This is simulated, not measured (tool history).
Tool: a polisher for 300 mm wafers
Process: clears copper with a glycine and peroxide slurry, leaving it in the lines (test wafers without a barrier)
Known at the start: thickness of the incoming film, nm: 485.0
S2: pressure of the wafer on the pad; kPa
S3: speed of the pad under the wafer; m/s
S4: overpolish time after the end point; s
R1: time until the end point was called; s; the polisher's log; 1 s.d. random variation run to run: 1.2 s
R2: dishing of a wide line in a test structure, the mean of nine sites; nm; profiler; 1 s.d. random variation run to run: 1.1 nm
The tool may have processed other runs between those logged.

run 1 day=0 | flow_of_slurry_(ml/min)=250 S2=13.8 S3=0.82 S4=29 | R1=148.11 R2=55.71
run 2 day=0.225 | flow_of_slurry_(ml/min)=225 S2=13.8 S3=0.82 S4=29 | R1=149.4 R2=55.362
run 3 day=0.496 | flow_of_slurry_(ml/min)=225 S2=17.2 S3=0.82 S4=29 | R1=124.49 R2=60.657
run 4 day=0.817 | flow_of_slurry_(ml/min)=225 S2=13.8 S3=0.82 S4=29 | R1=149.9 R2=56.12
run 5 day=1.062 | flow_of_slurry_(ml/min)=225 S2=12.4 S3=0.82 S4=29 | R1=160.91 R2=51.721
run 6 day=1.325 | flow_of_slurry_(ml/min)=225 S2=12.4 S3=0.82 S4=39 | R1=161.85 R2=63.602
run 7 day=1.354 | flow_of_slurry_(ml/min)=230 S2=14.5 S3=0.84 S4=38 | R1=139.74 R2=64.963
run 8 day=1.375 | flow_of_slurry_(ml/min)=240 S2=18.6 S3=0.86 S4=41 | R1=113.01 R2=75.967

Predict the results of run 9:
run 9 day=1.579 | flow_of_slurry_(ml/min)=240 S2=18.6 S3=0.86 S4=40 | R1=? R2=?

Run 9 gave R1 113.94 s, R2 75.474 nm.
